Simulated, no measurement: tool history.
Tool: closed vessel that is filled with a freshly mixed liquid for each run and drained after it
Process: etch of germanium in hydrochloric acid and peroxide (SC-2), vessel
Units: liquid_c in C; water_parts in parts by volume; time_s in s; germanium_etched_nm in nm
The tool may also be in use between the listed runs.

run  hour  liquid_c  water_parts  time_s  germanium_etched_nm
  1     0        49          9.5     100               177.76
  2   6.5        49           12     100               174.99
  3   8.9        46           12     100               159.17
  4  16.6        44           12     100               148.27
  5  21.8      42.5           12     100               142.37
  6    29      45.5           12     100                156.7
  7  30.6      43.5           12     100               145.29
  8  32.7        42           12     100               139.73

Forecast run 9:
  9  37.3      36.5         12.5     100                    ?

{"run 9": {"germanium_etched_nm": 115.47}}

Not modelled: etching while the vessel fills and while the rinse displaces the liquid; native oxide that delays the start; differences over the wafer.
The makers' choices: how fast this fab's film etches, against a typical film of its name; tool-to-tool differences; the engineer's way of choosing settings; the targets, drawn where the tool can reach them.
